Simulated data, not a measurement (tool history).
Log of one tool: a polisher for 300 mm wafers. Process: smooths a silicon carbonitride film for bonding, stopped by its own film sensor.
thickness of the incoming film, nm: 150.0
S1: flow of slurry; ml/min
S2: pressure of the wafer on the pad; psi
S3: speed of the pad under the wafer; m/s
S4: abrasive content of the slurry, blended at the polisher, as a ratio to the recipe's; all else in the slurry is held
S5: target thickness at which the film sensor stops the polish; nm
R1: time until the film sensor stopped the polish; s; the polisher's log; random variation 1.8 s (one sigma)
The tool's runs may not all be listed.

| run | hour | S1 | S2 | S3 | S4 | S5 | R1 |
|---|---|---|---|---|---|---|---|
| 1 | 0 | 310 | 1.6 | 1.08 | 1 | 122 | 148.1 |
| 2 | 1.1 | 310 | 1.6 | 0.86 | 1 | 122 | 180.13 |
| 3 | 4.4 | 310 | 1.7 | 0.88 | 1 | 122 | 173.36 |
| 4 | 12.1 | 310 | 1.7 | 0.88 | 0.8 | 122 | 194.11 |
| 5 | 14.3 | 310 | 1.8 | 0.92 | 0.8 | 122 | 174.88 |
| 6 | 22 | 310 | 1.9 | 0.94 | 0.8 | 122 | 160.62 |

Run 7 comes next. What will it give?
| 7 | 29.3 | 310 | 2 | 0.96 | 0.8 | 122 | ? |

Run 7 gave R1 155.68 s.
